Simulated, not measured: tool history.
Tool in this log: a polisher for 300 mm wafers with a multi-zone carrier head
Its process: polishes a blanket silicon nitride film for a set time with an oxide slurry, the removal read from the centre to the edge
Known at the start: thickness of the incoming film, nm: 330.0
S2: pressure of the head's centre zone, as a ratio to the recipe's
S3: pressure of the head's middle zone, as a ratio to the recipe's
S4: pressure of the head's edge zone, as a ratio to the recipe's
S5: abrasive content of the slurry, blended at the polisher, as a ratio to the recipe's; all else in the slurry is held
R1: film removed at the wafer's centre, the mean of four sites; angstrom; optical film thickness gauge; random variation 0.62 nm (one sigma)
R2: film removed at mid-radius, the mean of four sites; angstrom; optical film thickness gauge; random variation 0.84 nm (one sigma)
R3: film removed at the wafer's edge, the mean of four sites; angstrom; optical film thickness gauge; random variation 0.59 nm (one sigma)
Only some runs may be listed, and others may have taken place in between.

run 1 day=0.000 | flow_of_slurry_(ml/min)=180 S2=1.00 S3=1.00 S4=1.00 S5=1.00 polishing_time_(s)=89 | R1=992.18 R2=990.62 R3=1010.90
run 2 day=0.283 | flow_of_slurry_(ml/min)=175 S2=1.00 S3=1.00 S4=0.98 S5=1.00 polishing_time_(s)=89 | R1=989.33 R2=965.84 R3=995.92
run 3 day=0.512 | flow_of_slurry_(ml/min)=175 S2=1.00 S3=1.00 S4=0.98 S5=1.00 polishing_time_(s)=103 | R1=1128.90 R2=1143.50 R3=1142.70
run 4 day=0.717 | flow_of_slurry_(ml/min)=175 S2=0.99 S3=1.00 S4=0.96 S5=0.95 polishing_time_(s)=103 | R1=1131.50 R2=1138.30 R3=1119.50
run 5 day=1.033 | flow_of_slurry_(ml/min)=175 S2=0.91 S3=1.00 S4=0.96 S5=0.95 polishing_time_(s)=103 | R1=1021.90 R2=1137.20 R3=1097.30
run 6 day=1.129 | flow_of_slurry_(ml/min)=175 S2=0.91 S3=1.07 S4=0.96 S5=0.95 polishing_time_(s)=103 | R1=1031.40 R2=1216.10 R3=1121.50
run 7 day=1.338 | flow_of_slurry_(ml/min)=160 S2=0.92 S3=0.97 S4=0.86 S5=0.70 polishing_time_(s)=102 | R1=915.07 R2=985.37 R3=938.08
run 8 day=1.671 | flow_of_slurry_(ml/min)=155 S2=0.92 S3=0.97 S4=0.85 S5=0.70 polishing_time_(s)=102 | R1=909.15 R2=974.53 R3=943.90
-- day=1.738 edge zone pressure recalibrated
run 9 day=1.738 | flow_of_slurry_(ml/min)=160 S2=0.94 S3=0.97 S4=0.83 S5=0.60 polishing_time_(s)=102 | R1=889.37 R2=933.94 R3=833.89
run 10 day=2.054 | flow_of_slurry_(ml/min)=155 S2=0.94 S3=0.96 S4=0.84 S5=0.60 polishing_time_(s)=102 | R1=890.49 R2=904.97 R3=851.03
run 11 day=2.088 | flow_of_slurry_(ml/min)=155 S2=0.93 S3=0.96 S4=0.85 S5=0.60 polishing_time_(s)=102 | R1=878.87 R2=910.30 R3=852.35

Run 12 comes next. What will it give?
run 12 day=2.375 | flow_of_slurry_(ml/min)=155 S2=0.93 S3=0.95 S4=0.85 S5=0.60 polishing_time_(s)=102 | R1=? R2=? R3=?

Run 12 came out at R1 877.06 angstrom, R2 908.60 angstrom, R3 848.41 angstrom.

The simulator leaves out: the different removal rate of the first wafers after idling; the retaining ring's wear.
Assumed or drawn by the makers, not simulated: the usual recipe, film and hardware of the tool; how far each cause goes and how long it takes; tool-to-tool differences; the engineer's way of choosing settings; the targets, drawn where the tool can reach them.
